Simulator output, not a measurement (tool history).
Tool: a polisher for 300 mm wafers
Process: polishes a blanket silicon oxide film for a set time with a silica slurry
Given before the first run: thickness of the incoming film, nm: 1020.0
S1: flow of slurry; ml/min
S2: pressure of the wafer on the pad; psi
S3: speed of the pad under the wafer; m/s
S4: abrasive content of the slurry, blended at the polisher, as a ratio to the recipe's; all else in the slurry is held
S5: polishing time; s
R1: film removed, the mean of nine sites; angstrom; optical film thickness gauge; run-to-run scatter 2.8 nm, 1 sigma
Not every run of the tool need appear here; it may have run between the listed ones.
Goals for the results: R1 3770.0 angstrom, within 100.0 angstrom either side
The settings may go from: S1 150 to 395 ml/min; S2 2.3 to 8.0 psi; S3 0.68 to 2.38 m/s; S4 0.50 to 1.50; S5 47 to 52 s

run	hour	S1	S2	S3	S4	S5	R1
1	0.0	250	5.1	1.52	1.00	52	2319.4
2	4.0	250	5.1	1.52	0.85	52	2155.7
3	12.6	255	5.7	1.52	0.85	52	2377.5
4	20.9	255	6.8	1.52	0.85	52	2880.0
5	25.4	255	6.8	1.52	1.00	52	3041.5
6	27.8	255	6.8	1.52	0.90	52	2922.1
7	31.6	255	7.1	1.54	0.90	52	3080.0
8	32.8	260	7.3	1.56	0.90	52	3188.6
9	40.1	260	7.5	1.58	0.90	52	3341.2
10	40.9	260	7.6	1.60	0.90	52	3460.8
11	42.4	260	7.7	1.60	0.90	52	3429.9

Which one of the following 5 next-run settings gets every result inside its allowed miss? There is exactly one.
A	43.9	250	8.0	1.82	0.95	52	?
B	43.9	235	7.3	1.74	0.90	50	?
C	43.9	320	7.5	2.10	0.85	51	?
D	43.9	290	7.7	1.92	0.95	51	?
E	43.9	245	8.0	1.98	0.85	48	?

move	R1
A	3997.8
B	3286.9
C	4028.9
D	4004.5
E	3750.2
A: the result that was furthest off in the last run now lies on the other side of its target
B: misses by more than the last run did
C: the result that was furthest off in the last run now lies on the other side of its target
D: the result that was furthest off in the last run now lies on the other side of its target
E: every result lands within tolerance
The move that meets every target is E.

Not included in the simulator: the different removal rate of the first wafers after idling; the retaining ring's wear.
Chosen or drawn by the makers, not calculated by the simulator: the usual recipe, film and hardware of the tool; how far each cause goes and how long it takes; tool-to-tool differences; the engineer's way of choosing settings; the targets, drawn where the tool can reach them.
